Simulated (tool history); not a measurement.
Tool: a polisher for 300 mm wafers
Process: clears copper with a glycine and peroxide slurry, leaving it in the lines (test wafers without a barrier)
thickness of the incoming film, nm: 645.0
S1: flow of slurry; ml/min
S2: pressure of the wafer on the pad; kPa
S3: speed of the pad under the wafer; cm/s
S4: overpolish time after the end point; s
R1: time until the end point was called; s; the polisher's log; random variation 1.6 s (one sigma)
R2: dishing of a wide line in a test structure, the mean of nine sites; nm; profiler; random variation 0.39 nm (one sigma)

Run 1, hour 0: S1 195 ml/min, S2 18.6 kPa, S3 118 cm/s, S4 23 s. Result: R1 107.48 s, R2 83.741 nm.
Run 2, hour 5.7: S1 175 ml/min, S2 16.5 kPa, S3 122 cm/s, S4 19 s. Result: R1 116.83 s, R2 67.513 nm.
Run 3, hour 9.5: S1 160 ml/min, S2 14.5 kPa, S3 128 cm/s, S4 16 s. Result: R1 125.43 s, R2 54.908 nm.
Run 4, hour 18.1: S1 160 ml/min, S2 18.6 kPa, S3 128 cm/s, S4 16 s. Result: R1 102.34 s, R2 65.85 nm.
Run 5, hour 20.5: S1 150 ml/min, S2 16.5 kPa, S3 134 cm/s, S4 14 s. Result: R1 106.77 s, R2 57.638 nm.
Run 6, hour 26.4: S1 115 ml/min, S2 16.5 kPa, S3 134 cm/s, S4 14 s. Result: R1 111.81 s, R2 54.406 nm.
Run 7, hour 31.1: S1 115 ml/min, S2 14.5 kPa, S3 138 cm/s, S4 12 s. Result: R1 122.73 s, R2 46.458 nm.
Run 8, hour 34.1: S1 115 ml/min, S2 13.1 kPa, S3 142 cm/s, S4 11 s. Result: R1 128.05 s, R2 40.754 nm.

Forecast run 9:
Run 9, hour 41.1: S1 115 ml/min, S2 12.4 kPa, S3 144 cm/s, S4 10 s. Result: R1 ?, R2 ?.

{"run 9": {"R1": 127.04, "R2": 36.984}}
